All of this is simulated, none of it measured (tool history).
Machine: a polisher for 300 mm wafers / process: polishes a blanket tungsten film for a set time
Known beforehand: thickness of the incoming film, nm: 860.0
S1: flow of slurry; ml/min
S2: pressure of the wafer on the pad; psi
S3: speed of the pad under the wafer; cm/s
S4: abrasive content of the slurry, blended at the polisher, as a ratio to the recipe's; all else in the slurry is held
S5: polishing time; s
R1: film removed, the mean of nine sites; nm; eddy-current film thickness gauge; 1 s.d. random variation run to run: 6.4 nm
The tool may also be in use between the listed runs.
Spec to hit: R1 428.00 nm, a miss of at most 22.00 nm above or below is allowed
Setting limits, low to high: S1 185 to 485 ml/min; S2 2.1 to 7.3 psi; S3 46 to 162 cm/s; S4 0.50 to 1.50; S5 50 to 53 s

run	hour	S1	S2	S3	S4	S5	R1
1	0.0	310	4.7	104	1.00	50	317.26
2	8.9	310	4.7	104	1.00	50	322.88
3	9.6	310	5.0	104	1.00	50	333.30
4	11.6	360	5.0	104	1.00	50	349.90
5	13.6	365	5.2	104	1.00	50	362.74
6	19.0	365	5.2	80	1.00	50	281.76
7	23.3	365	6.5	84	1.00	50	375.49
8	27.3	365	6.6	84	1.00	50	372.12
9	33.6	365	6.8	84	1.00	50	385.14
10	35.9	365	6.9	84	1.00	50	401.60
11	37.6	365	7.0	84	1.00	50	404.68

Next run, 4 choices. One meets every target within its allowed miss, the rest don't. Which?
A	39.3	425	6.9	70	1.00	50	?
B	39.3	365	7.0	80	0.95	50	?
C	39.3	390	7.3	78	1.10	53	?
D	39.3	380	6.8	78	1.10	50	?

move	R1
A	340.55
B	379.00
C	426.19
D	374.44
A: lands further from the targets than the last run did
B: lands further from the targets than the last run did
C: meets every target
D: lands further from the targets than the last run did
Correct choice: C, which meets every target

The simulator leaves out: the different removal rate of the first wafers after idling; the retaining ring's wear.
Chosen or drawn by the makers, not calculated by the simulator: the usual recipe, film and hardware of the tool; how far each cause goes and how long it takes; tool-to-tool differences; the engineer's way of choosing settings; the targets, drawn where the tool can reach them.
